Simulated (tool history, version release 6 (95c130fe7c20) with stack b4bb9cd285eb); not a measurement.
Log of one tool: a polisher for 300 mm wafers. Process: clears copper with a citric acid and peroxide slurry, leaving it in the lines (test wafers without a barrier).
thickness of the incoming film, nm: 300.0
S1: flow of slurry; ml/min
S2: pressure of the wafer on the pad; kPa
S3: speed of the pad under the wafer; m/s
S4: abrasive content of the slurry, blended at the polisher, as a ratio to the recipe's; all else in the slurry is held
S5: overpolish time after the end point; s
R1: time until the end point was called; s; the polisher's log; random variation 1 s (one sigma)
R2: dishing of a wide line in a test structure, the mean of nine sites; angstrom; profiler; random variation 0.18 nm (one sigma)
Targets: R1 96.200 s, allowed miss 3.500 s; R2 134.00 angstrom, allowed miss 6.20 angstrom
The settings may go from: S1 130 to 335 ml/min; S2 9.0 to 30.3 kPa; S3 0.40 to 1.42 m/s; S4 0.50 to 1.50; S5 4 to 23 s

run 1 hour=0.0 | S1=215 S2=19.3 S3=0.90 S4=1.00 S5=12 | R1=143.370 R2=172.70
run 2 hour=1.9 | S1=215 S2=22.1 S3=0.90 S4=1.00 S5=12 | R1=129.710 R2=192.39
run 3 hour=5.8 | S1=165 S2=22.1 S3=0.90 S4=1.00 S5=12 | R1=132.650 R2=187.42
run 4 hour=6.4 | S1=165 S2=25.5 S3=0.90 S4=1.00 S5=12 | R1=114.160 R2=219.68
run 5 hour=9.3 | S1=165 S2=25.5 S3=0.70 S4=1.00 S5=12 | R1=149.130 R2=173.02
run 6 hour=17.9 | S1=170 S2=26.9 S3=0.74 S4=1.00 S5=10 | R1=131.320 R2=162.34
run 7 hour=21.6 | S1=180 S2=27.6 S3=0.76 S4=1.00 S5=8 | R1=126.080 R2=140.24
run 8 hour=29.5 | S1=185 S2=28.3 S3=0.80 S4=1.00 S5=7 | R1=115.600 R2=129.04
run 9 hour=33.4 | S1=195 S2=29.0 S3=0.82 S4=1.00 S5=7 | R1=108.590 R2=136.95
run 10 hour=39.6 | S1=205 S2=29.6 S3=0.84 S4=1.00 S5=7 | R1=104.470 R2=143.15

Which of these 5 next moves meets every target?
run A hour=45.8 | S1=205 S2=29.6 S3=0.92 S4=1.00 S5=6 | R1=? R2=?
run B hour=45.8 | S1=200 S2=26.9 S3=0.90 S4=1.05 S5=6 | R1=? R2=?
run C hour=45.8 | S1=170 S2=25.5 S3=0.84 S4=1.10 S5=8 | R1=? R2=?
run D hour=45.8 | S1=180 S2=24.8 S3=0.96 S4=1.15 S5=6 | R1=? R2=?
run E hour=45.8 | S1=230 S2=29.6 S3=0.78 S4=0.95 S5=6 | R1=? R2=?

move=A R1=96.687 R2=133.41
move=B R1=107.760 R2=120.06
move=C R1=122.410 R2=139.86
move=D R1=108.750 R2=118.88
move=E R1=113.180 R2=114.69
A: meets every target
B: further off than the last run
C: further off than the last run
D: further off than the last run
E: further off than the last run
The right move is A.
